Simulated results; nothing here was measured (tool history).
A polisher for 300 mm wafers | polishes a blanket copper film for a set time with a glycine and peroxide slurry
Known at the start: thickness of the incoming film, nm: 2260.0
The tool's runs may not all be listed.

| run | hour | flow of slurry (ml/min) | pressure of the wafer on the pad (psi) | speed of the pad under the wafer (m/s) | polishing time (s) | film removed (nm) |
|---|---|---|---|---|---|---|
| 1 | 0 | 290 | 2 | 1.2 | 46 | 197.76 |
| 2 | 8.2 | 290 | 2.2 | 1.24 | 46 | 219.55 |
| 3 | 13.6 | 290 | 2.4 | 1.26 | 46 | 236.81 |
| 4 | 21.7 | 290 | 2.5 | 1.3 | 46 | 251.26 |
| 5 | 25.3 | 290 | 2.7 | 1.3 | 46 | 263.62 |
| 6 | 27.7 | 290 | 2.8 | 1.34 | 46 | 280.46 |
| 7 | 33.5 | 290 | 2.9 | 1.36 | 46 | 286.75 |

Run 8 comes next. What will it give?
| 8 | 34.9 | 290 | 2.9 | 1.4 | 46 | ? |

Run 8 gave film removed (nm) 291.1.
